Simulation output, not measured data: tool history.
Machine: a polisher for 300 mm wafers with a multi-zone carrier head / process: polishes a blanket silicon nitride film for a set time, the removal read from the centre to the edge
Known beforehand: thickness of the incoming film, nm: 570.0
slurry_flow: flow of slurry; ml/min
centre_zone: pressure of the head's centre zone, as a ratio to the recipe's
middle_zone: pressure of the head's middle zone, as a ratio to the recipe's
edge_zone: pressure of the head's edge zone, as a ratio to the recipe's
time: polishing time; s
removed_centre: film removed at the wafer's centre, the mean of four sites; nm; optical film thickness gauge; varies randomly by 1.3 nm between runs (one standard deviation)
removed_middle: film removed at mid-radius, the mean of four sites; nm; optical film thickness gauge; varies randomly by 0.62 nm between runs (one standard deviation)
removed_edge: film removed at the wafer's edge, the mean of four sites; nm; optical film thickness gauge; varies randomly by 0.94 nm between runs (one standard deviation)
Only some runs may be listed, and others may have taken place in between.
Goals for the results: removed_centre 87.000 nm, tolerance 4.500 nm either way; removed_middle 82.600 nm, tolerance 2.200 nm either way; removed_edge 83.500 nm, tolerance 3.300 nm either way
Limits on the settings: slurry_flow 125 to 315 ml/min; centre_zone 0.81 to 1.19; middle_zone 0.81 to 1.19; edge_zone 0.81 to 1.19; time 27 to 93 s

| run | hour | slurry_flow | centre_zone | middle_zone | edge_zone | time | removed_centre | removed_middle | removed_edge |
|---|---|---|---|---|---|---|---|---|---|
| 1 | 0.0 | 205 | 1.00 | 1.00 | 1.00 | 59 | 67.440 | 68.902 | 70.900 |
| 2 | 7.8 | 215 | 1.03 | 1.02 | 1.03 | 60 | 71.568 | 72.122 | 73.608 |
| 3 | 10.7 | 225 | 1.05 | 1.03 | 1.05 | 61 | 75.339 | 74.981 | 74.774 |
| 4 | 12.1 | 190 | 1.05 | 1.03 | 1.05 | 61 | 72.856 | 72.801 | 72.575 |
| 5 | 17.3 | 205 | 1.06 | 1.03 | 1.07 | 62 | 76.098 | 74.974 | 76.362 |
| 6 | 17.9 | 205 | 1.00 | 1.03 | 1.07 | 62 | 70.804 | 74.981 | 75.596 |
| 7 | 20.2 | 220 | 1.02 | 1.03 | 1.08 | 62 | 74.005 | 76.576 | 77.149 |
| 8 | 21.1 | 235 | 1.04 | 1.03 | 1.09 | 62 | 75.645 | 76.352 | 76.705 |
| 9 | 25.2 | 235 | 1.05 | 1.03 | 1.09 | 63 | 77.959 | 77.814 | 79.161 |
| 10 | 29.3 | 240 | 1.06 | 1.03 | 1.10 | 63 | 80.896 | 77.320 | 80.357 |
| 11 | 31.9 | 240 | 1.06 | 1.03 | 1.10 | 63 | 78.312 | 76.499 | 79.212 |
| 12 | 33.1 | 245 | 1.07 | 1.04 | 1.10 | 64 | 80.939 | 79.908 | 79.594 |
| 13 | 38.9 | 250 | 1.08 | 1.04 | 1.11 | 64 | 83.512 | 79.855 | 82.115 |
| 14 | 47.9 | 255 | 1.08 | 1.04 | 1.11 | 64 | 79.506 | 81.043 | 81.726 |
| 15 | 56.5 | 255 | 1.10 | 1.04 | 1.11 | 64 | 83.800 | 80.709 | 83.144 |

Which single option among these 4 for the next run brings every result within its allowed miss of target? Just one does.
| A | 65.1 | 235 | 1.02 | 0.94 | 1.17 | 69 | ? | ? | ? |
| B | 65.1 | 270 | 1.03 | 0.95 | 1.11 | 66 | ? | ? | ? |
| C | 65.1 | 270 | 1.02 | 1.06 | 1.17 | 64 | ? | ? | ? |
| D | 65.1 | 295 | 1.08 | 1.02 | 1.06 | 67 | ? | ? | ? |

| move | removed_centre | removed_middle | removed_edge |
|---|---|---|---|
| A | 83.729 | 77.703 | 89.668 |
| B | 82.126 | 76.063 | 84.365 |
| C | 78.969 | 80.906 | 83.930 |
| D | 88.042 | 82.653 | 84.134 |
A: the biggest miss grows against the last run
B: the biggest miss grows against the last run
C: brings the result that was furthest off to its target, and leaves another outside
D: meets every target
D meets every target.

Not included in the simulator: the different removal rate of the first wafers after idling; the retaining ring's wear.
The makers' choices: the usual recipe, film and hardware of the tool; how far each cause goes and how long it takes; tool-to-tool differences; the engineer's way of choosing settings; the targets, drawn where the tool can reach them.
